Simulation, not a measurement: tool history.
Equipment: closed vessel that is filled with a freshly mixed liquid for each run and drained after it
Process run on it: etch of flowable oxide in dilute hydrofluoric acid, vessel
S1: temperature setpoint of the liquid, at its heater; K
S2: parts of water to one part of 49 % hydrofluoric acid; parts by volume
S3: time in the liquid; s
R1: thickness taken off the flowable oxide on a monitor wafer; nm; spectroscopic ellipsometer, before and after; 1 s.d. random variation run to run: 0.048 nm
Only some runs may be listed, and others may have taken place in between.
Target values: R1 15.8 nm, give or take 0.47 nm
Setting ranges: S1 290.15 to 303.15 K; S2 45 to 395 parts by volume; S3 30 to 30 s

run  hour      S1   S2  S3      R1
  1     0  295.15  220  30  7.1756
  2   4.9  295.15  220  30  7.1615
  3  10.5  295.15  185  30  8.7897
  4  17.4  295.15  245  30  6.2919
  5  22.9  296.65  225  30  7.3413
  6    24  297.65  205  30  8.5087
  7  24.5  298.65  190  30  9.7279
  8  33.3  299.15  180  30  10.589
  9    38  299.65  170  30  11.497
     41.5  -- hydrofluoric acid flow meter replaced
 10  41.5  300.15  165  30  10.723
 11  47.2  300.65  150  30  12.228

Which one of the following 4 next-run settings gets every result inside its allowed miss? There is exactly one.
  A  52.9  302.15  190  30   ?
  B  52.9  299.15  200  30   ?
  C  52.9  298.15  170  30   ?
  D  52.9  298.15  110  30   ?

move      R1
   A  9.7744
   B  8.2461
   C  9.6745
   D  16.055
A: misses by more than the last run did
B: misses by more than the last run did
C: misses by more than the last run did
D: in spec on every target
D is the move that brings every result within its allowed miss.

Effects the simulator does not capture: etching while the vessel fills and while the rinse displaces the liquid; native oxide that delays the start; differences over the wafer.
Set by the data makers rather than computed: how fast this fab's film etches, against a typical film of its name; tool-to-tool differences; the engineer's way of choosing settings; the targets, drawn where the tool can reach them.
